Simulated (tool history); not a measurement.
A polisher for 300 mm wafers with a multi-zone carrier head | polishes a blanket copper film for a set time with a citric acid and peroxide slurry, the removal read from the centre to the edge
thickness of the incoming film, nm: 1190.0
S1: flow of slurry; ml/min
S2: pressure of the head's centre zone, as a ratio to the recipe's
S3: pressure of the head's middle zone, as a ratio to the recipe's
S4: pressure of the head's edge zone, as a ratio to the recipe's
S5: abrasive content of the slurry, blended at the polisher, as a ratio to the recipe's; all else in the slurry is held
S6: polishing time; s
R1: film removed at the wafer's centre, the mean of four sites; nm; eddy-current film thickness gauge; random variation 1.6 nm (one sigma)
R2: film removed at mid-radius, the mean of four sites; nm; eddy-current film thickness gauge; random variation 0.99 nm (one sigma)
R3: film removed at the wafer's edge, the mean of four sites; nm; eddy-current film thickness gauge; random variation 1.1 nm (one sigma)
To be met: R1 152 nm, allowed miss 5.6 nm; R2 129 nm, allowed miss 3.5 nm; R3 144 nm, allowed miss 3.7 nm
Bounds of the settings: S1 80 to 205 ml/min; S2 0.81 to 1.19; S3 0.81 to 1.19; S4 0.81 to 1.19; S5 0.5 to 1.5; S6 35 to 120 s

run  hour   S1    S2    S3    S4    S5  S6      R1      R2      R3
  1     0  135     1     1     1     1  77  231.21  236.45  233.54
  2   8.3  135     1  1.06     1     1  77  231.92  244.55  233.01
  3  16.8  135     1  0.98     1     1  77  232.23  233.17  235.34
  4    25  105     1  0.98     1     1  77  218.66  220.32  225.75
  5  27.2   90     1  0.98     1     1  77  210.17  211.09  219.77
  6  34.9   90  1.01  0.96  0.99  0.95  74  198.89  194.85  204.61
  7  35.6   90  1.02  0.94  0.98   0.9  73  196.99   187.1  199.25
  8  44.6   90  1.02  0.92  0.96  0.85  71  187.47  177.14  190.37
  9  48.1   90  1.02  0.92  0.96  0.85  71  184.47  176.29  188.65
 10  51.3   85  1.06  0.82  0.86   0.6  57   141.5  114.81  130.13
 11  59.5   90  1.06  0.82  0.87   0.6  57  140.87  117.81   131.6
 12  65.6   95  1.06  0.82  0.88   0.6  57  140.67  119.45  133.89
 13    74  130  1.08  0.83  0.92  0.65  57  163.16  132.35  146.38

5 next moves are on the table. One of them brings every result within its allowed miss. Which?
  A  82.4   80  0.93  0.87  0.99  0.85  58   ?   ?   ?
  B  82.4  110  0.97  0.85  1.09   0.5  61   ?   ?   ?
  C  82.4  135  1.01  0.87  0.94   0.6  58   ?   ?   ?
  D  82.4  155  1.03  0.83  0.94   0.7  53   ?   ?   ?
  E  82.4  140  1.09  0.82  0.92   0.7  51   ?   ?   ?

move      R1      R2      R3
   A  135.61  133.47  151.74
   B   139.5  128.14  151.55
   C  152.91  137.33  146.29
   D  153.09   129.6  142.54
   E  151.68  121.15     134
A: takes the result that was furthest off past its target
B: takes the result that was furthest off past its target
C: brings the result that was furthest off to its target, and leaves another outside
D: meets every target
E: brings the result that was furthest off to its target, and leaves another outside
Answer: D

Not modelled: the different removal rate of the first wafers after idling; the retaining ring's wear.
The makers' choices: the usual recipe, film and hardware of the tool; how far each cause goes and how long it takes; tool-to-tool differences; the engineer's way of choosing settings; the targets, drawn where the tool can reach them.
